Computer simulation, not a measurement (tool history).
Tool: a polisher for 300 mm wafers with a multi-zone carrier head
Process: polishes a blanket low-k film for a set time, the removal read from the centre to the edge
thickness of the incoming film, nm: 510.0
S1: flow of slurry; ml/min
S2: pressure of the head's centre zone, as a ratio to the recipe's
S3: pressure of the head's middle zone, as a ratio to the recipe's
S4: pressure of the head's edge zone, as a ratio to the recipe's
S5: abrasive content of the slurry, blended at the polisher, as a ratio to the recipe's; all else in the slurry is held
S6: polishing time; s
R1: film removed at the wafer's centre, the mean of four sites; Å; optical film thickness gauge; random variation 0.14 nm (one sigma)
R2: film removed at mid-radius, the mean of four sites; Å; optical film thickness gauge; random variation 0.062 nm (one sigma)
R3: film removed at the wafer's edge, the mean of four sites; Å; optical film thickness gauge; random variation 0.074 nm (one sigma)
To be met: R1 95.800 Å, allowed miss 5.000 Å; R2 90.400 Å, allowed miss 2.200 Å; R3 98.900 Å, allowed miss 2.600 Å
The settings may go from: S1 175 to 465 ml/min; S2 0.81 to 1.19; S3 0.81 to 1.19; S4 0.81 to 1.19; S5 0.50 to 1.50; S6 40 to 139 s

run	hour	S1	S2	S3	S4	S5	S6	R1	R2	R3
1	0.0	295	1.00	1.00	1.00	1.00	89	203.500	202.700	205.080
2	1.4	285	0.98	0.95	0.96	0.85	78	153.970	151.350	157.960
3	7.4	275	0.97	0.92	0.92	0.75	75	133.900	124.420	133.300
4	15.5	275	0.97	0.89	0.92	0.75	75	130.230	120.160	132.770
5	18.1	305	0.97	0.89	0.92	0.75	75	134.600	123.940	133.710
6	19.4	305	0.93	0.89	0.92	0.75	75	128.240	124.500	135.170
7	20.1	300	0.92	0.88	0.89	0.70	74	115.910	111.830	120.350
8	22.8	295	0.91	0.86	0.87	0.65	74	103.790	100.500	109.850
9	26.5	275	0.91	0.86	0.85	0.65	74	103.300	99.470	108.260
10	30.4	270	0.91	0.85	0.84	0.65	74	99.511	98.965	107.700
11	33.8	260	0.97	0.82	0.81	0.50	74	71.661	63.073	68.877
12	42.1	310	0.94	0.82	0.83	0.50	73	69.297	62.681	69.346
13	43.0	310	0.94	0.82	0.83	0.50	73	70.385	62.883	69.646
14	48.5	330	1.04	0.92	0.93	0.75	74	139.200	124.770	132.070

Which of these 5 next moves meets every target?
A	54.0	375	0.86	1.18	0.91	0.80	47	?	?	?
B	54.0	325	0.97	1.19	0.84	1.20	68	?	?	?
C	54.0	360	1.10	1.15	0.96	0.95	71	?	?	?
D	54.0	285	0.92	0.85	0.85	0.70	61	?	?	?
E	54.0	300	1.08	0.83	1.03	0.70	67	?	?	?

move	R1	R2	R3
A	79.819	103.180	89.656
B	169.850	196.960	165.440
C	174.970	174.810	158.610
D	93.668	89.747	97.478
E	120.840	97.406	116.130
A: nearer than the last run, and not there yet
B: further off than the last run
C: further off than the last run
D: meets every target
E: nearer than the last run, and not there yet
Answer: D
